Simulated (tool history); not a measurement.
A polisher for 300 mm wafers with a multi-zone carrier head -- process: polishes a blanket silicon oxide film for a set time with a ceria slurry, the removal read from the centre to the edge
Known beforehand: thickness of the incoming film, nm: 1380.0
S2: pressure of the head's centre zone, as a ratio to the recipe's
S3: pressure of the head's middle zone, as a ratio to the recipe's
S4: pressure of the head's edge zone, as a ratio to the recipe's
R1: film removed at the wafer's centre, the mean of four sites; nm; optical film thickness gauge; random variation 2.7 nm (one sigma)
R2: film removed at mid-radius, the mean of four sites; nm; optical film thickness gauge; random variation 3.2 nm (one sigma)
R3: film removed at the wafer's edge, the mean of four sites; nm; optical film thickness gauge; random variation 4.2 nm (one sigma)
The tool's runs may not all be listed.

Run 1, hour 0: flow of slurry (ml/min) 125, S2 1, S3 1, S4 1, polishing time (s) 53. Result: R1 247.19 nm, R2 237.91 nm, R3 247.72 nm.
Run 2, hour 5.6: flow of slurry (ml/min) 125, S2 0.93, S3 1, S4 1, polishing time (s) 53. Result: R1 229.57 nm, R2 236.5 nm, R3 236.74 nm.
Run 3, hour 13.3: flow of slurry (ml/min) 120, S2 0.91, S3 1.01, S4 1.02, polishing time (s) 55. Result: R1 231.26 nm, R2 250.4 nm, R3 246.12 nm.
Run 4, hour 15.6: flow of slurry (ml/min) 120, S2 0.9, S3 1.01, S4 1.04, polishing time (s) 56. Result: R1 230.4 nm, R2 255.65 nm, R3 262.13 nm.
Run 5, hour 24: flow of slurry (ml/min) 120, S2 0.85, S3 1.01, S4 1.04, polishing time (s) 56. Result: R1 215.67 nm, R2 257.39 nm, R3 256.32 nm.
Run 6, hour 27.2: flow of slurry (ml/min) 120, S2 0.85, S3 1.08, S4 1.04, polishing time (s) 56. Result: R1 215.08 nm, R2 269.33 nm, R3 261.79 nm.

For run 7, what comes out?
Run 7, hour 32.7: flow of slurry (ml/min) 125, S2 0.85, S3 1.08, S4 1.05, polishing time (s) 56. Result: R1 ?, R2 ?, R3 ?.

R1: 223.24 nm
R2: 271.87 nm
R3: 259.83 nm
